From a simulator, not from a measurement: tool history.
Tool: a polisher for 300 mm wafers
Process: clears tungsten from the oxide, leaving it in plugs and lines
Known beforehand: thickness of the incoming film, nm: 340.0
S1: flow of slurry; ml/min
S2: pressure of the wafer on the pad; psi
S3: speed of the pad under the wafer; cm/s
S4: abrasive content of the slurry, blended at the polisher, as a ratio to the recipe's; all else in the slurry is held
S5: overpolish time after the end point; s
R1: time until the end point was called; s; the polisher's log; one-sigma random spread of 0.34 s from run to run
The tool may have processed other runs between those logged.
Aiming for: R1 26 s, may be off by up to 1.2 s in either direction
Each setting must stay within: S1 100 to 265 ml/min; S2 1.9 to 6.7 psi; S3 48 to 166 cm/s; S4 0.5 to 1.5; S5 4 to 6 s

| run | day | S1 | S2 | S3 | S4 | S5 | R1 |
|---|---|---|---|---|---|---|---|
| 1 | 0 | 170 | 4.3 | 106 | 1 | 6 | 53.684 |
| 2 | 0.208 | 170 | 5 | 110 | 1 | 6 | 45.943 |
| 3 | 0.517 | 170 | 5 | 124 | 1 | 6 | 39.628 |
| 4 | 0.708 | 170 | 5 | 98 | 1 | 6 | 51.391 |
| 5 | 0.783 | 170 | 4.1 | 98 | 1 | 6 | 63.431 |
| 6 | 0.825 | 130 | 4.1 | 98 | 1 | 6 | 63.996 |
| 7 | 0.896 | 130 | 4.8 | 108 | 1 | 6 | 51.762 |
| 8 | 1.133 | 145 | 5.3 | 114 | 1 | 6 | 43.196 |
| 9 | 1.483 | 155 | 5.7 | 120 | 1 | 6 | 37.189 |
| 10 | 1.658 | 165 | 6 | 124 | 1 | 6 | 33.904 |
| 11 | 1.817 | 170 | 6.2 | 128 | 1 | 6 | 31.471 |
| 12 | 2.146 | 170 | 6.7 | 138 | 1 | 6 | 28.17 |

Of the 4 settings listed for the next run, only one would bring every result within its allowed miss of target. Which one?
| A | 2.475 | 205 | 6.6 | 138 | 1.2 | 4 | ? |
| B | 2.475 | 210 | 6.7 | 146 | 1.25 | 5 | ? |
| C | 2.475 | 180 | 6.7 | 152 | 1.1 | 6 | ? |
| D | 2.475 | 185 | 6.7 | 154 | 1.15 | 4 | ? |

| move | R1 |
|---|---|
| A | 26.341 |
| B | 24.281 |
| C | 24.502 |
| D | 23.873 |
A: every result lands within tolerance
B: takes the result that was furthest off past its target
C: takes the result that was furthest off past its target
D: takes the result that was furthest off past its target
Correct choice: A, which meets every target
